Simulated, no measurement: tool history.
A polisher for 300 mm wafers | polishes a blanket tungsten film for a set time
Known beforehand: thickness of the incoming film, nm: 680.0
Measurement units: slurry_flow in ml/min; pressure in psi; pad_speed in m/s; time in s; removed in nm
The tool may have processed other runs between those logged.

run	hour	slurry_flow	pressure	pad_speed	slurry_solids	time	removed
1	0.0	310	3.9	1.10	1.0	33	169.360
2	6.6	310	3.9	1.10	1.0	30	155.310
3	9.9	305	3.2	1.02	1.0	30	115.190
4	15.3	305	3.2	1.02	1.0	30	118.650
5	23.7	305	3.2	1.18	1.0	30	134.170
6	24.8	305	3.2	1.18	1.0	33	148.140
7	29.5	300	2.7	1.08	1.0	33	115.940
8	31.9	295	2.4	1.00	1.0	33	96.242
9	34.5	285	2.2	0.98	1.0	33	85.819
10	38.8	285	2.2	0.98	1.0	33	86.802
11	42.0	285	2.2	0.98	1.0	33	86.542
12	47.7	280	1.8	0.90	1.0	33	66.311

What will run 13 give?
13	49.1	310	1.8	0.90	1.0	33	?

removed: 66.086 nm
